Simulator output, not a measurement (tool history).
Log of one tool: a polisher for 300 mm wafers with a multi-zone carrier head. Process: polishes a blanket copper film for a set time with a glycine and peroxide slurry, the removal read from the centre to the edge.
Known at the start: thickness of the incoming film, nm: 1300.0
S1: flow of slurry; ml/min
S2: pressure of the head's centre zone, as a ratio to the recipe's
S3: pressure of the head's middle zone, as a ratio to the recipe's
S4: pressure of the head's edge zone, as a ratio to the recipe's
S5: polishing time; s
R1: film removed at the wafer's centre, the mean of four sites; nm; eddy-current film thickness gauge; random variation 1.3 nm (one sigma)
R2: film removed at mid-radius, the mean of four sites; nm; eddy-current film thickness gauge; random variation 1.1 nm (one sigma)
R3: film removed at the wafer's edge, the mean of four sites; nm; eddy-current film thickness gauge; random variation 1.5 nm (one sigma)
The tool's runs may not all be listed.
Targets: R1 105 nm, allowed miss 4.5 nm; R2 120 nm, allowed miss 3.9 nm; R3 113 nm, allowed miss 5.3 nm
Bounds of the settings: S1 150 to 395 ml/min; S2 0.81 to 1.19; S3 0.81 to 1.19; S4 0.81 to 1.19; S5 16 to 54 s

Run 1, hour 0: S1 250 ml/min, S2 1, S3 1, S4 1, S5 35 s. Result: R1 184.18 nm, R2 176.82 nm, R3 168.01 nm.
Run 2, hour 8: S1 250 ml/min, S2 1, S3 1.07, S4 1, S5 35 s. Result: R1 181.78 nm, R2 184.79 nm, R3 167.86 nm.
Run 3, hour 16.3: S1 240 ml/min, S2 0.96, S3 1.05, S4 0.99, S5 32 s. Result: R1 157.01 nm, R2 168.06 nm, R3 154.3 nm.
Run 4, hour 22: S1 190 ml/min, S2 0.96, S3 1.05, S4 0.99, S5 32 s. Result: R1 151.59 nm, R2 164.64 nm, R3 151.32 nm.
Run 5, hour 24.5: S1 190 ml/min, S2 0.94, S3 1.03, S4 0.97, S5 30 s. Result: R1 142.79 nm, R2 153.81 nm, R3 137.97 nm.
Run 6, hour 27.6: S1 190 ml/min, S2 0.94, S3 1.03, S4 0.92, S5 30 s. Result: R1 141.63 nm, R2 150.99 nm, R3 137.91 nm.
Run 7, hour 29.4: S1 185 ml/min, S2 0.91, S3 1.01, S4 0.92, S5 29 s. Result: R1 134.63 nm, R2 144.86 nm, R3 133.64 nm.
Run 8, hour 36.6: S1 165 ml/min, S2 0.81, S3 0.97, S4 0.93, S5 22 s. Result: R1 87.833 nm, R2 104.68 nm, R3 99.259 nm.
Run 9, hour 37.6: S1 180 ml/min, S2 0.83, S3 0.98, S4 0.95, S5 22 s. Result: R1 90.921 nm, R2 105.44 nm, R3 98.849 nm.
Run 10, hour 44.6: S1 175 ml/min, S2 0.84, S3 0.98, S4 0.96, S5 23 s. Result: R1 96.517 nm, R2 110.37 nm, R3 110.61 nm.
Run 11, hour 53.1: S1 175 ml/min, S2 0.85, S3 0.99, S4 0.96, S5 23 s. Result: R1 95.231 nm, R2 110.54 nm, R3 107.97 nm.
Run 12, hour 56.1: S1 180 ml/min, S2 0.86, S3 1, S4 0.96, S5 23 s. Result: R1 98.323 nm, R2 113.06 nm, R3 106.27 nm.
Run 13, hour 65: S1 175 ml/min, S2 0.87, S3 1, S4 0.97, S5 23 s. Result: R1 99.684 nm, R2 113.41 nm, R3 109.75 nm.
Run 14, hour 68.3: S1 175 ml/min, S2 0.88, S3 1.01, S4 0.97, S5 23 s. Result: R1 104 nm, R2 115.35 nm, R3 107.56 nm.
Run 15, hour 76.2: S1 175 ml/min, S2 0.88, S3 1.01, S4 0.98, S5 23 s. Result: R1 104.06 nm, R2 115.31 nm, R3 107.61 nm.

5 next moves are on the table. One of them brings every result within its allowed miss. Which?
Run A, hour 84.1: S1 150 ml/min, S2 1.05, S3 1.17, S4 0.98, S5 21 s. Result: R1 ?, R2 ?, R3 ?.
Run B, hour 84.1: S1 175 ml/min, S2 0.96, S3 1.01, S4 0.95, S5 22 s. Result: R1 ?, R2 ?, R3 ?.
Run C, hour 84.1: S1 200 ml/min, S2 0.83, S3 0.9, S4 0.99, S5 24 s. Result: R1 ?, R2 ?, R3 ?.
Run D, hour 84.1: S1 150 ml/min, S2 0.95, S3 1.09, S4 0.96, S5 21 s. Result: R1 ?, R2 ?, R3 ?.
Run E, hour 84.1: S1 175 ml/min, S2 0.92, S3 1.07, S4 1.07, S5 23 s. Result: R1 ?, R2 ?, R3 ?.

move      R1      R2      R3
   A  108.06   117.8  96.913
   B  104.72  110.21  101.21
   C  99.712  110.37  113.57
   D  97.637   110.9    96.1
   E  104.92  121.02   111.8
A: brings the result that was furthest off to its target, and leaves another outside
B: further off than the last run
C: further off than the last run
D: further off than the last run
E: meets every target
The right move is E.
